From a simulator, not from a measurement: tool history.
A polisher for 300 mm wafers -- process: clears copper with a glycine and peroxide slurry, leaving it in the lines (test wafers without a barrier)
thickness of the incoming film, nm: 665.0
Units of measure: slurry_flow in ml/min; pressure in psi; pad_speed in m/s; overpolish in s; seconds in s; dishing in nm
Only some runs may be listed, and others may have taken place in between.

| run | day | slurry_flow | pressure | pad_speed | overpolish | seconds | dishing |
|---|---|---|---|---|---|---|---|
| 1 | 0.000 | 290 | 2.5 | 0.76 | 16 | 163.55 | 29.724 |
| 2 | 0.112 | 290 | 3.0 | 0.76 | 16 | 149.45 | 33.171 |
| 3 | 0.292 | 225 | 3.0 | 0.76 | 16 | 153.37 | 31.850 |
| 4 | 0.592 | 225 | 3.0 | 0.90 | 16 | 135.16 | 34.065 |
| 5 | 0.942 | 215 | 2.7 | 0.90 | 14 | 145.65 | 29.759 |
| 6 | 0.975 | 210 | 2.4 | 0.90 | 12 | 155.91 | 26.716 |

Run 7, settings as shown, results not yet in. Your forecast:
| 7 | 1.238 | 205 | 2.2 | 0.88 | 11 | ? | ? |

seconds: 169.39 s
dishing: 23.434 nm
